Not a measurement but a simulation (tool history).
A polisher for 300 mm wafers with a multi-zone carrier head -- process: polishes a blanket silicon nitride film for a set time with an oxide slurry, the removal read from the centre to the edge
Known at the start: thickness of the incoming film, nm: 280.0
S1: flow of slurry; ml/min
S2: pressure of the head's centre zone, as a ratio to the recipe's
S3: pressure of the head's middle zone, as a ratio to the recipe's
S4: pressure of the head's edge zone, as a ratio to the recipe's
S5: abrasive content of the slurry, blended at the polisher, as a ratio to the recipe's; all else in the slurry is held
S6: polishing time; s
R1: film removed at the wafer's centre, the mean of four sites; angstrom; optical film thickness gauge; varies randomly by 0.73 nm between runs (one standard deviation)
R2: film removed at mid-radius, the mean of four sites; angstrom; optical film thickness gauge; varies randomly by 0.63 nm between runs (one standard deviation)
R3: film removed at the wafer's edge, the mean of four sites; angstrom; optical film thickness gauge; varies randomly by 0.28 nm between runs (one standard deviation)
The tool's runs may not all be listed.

run	hour	S1	S2	S3	S4	S5	S6	R1	R2	R3
1	0	310	1	1	1	1	85	400.61	397.81	406.4
2	4.6	315	1.02	1.01	1	1	85	407.9	407.06	404.68
3	5.9	320	1.04	1.01	1	1	85	420.99	404.29	402.36
4	7.1	325	1.05	1.01	1.01	1	85	438.23	420.87	402.63
5	10.1	325	1.05	1.01	1.01	1.15	85	452.22	434.84	424.92
6	17.2	325	1.06	1.01	1.01	1.15	85	455.65	421.48	426.05
7	21.3	330	1.07	1.01	1.01	1.15	85	448.9	439.33	425.79

Forecast run 8:
8	26	325	1.08	1	1	1.15	85	?	?	?

R1: 463.1 angstrom
R2: 421.02 angstrom
R3: 426 angstrom

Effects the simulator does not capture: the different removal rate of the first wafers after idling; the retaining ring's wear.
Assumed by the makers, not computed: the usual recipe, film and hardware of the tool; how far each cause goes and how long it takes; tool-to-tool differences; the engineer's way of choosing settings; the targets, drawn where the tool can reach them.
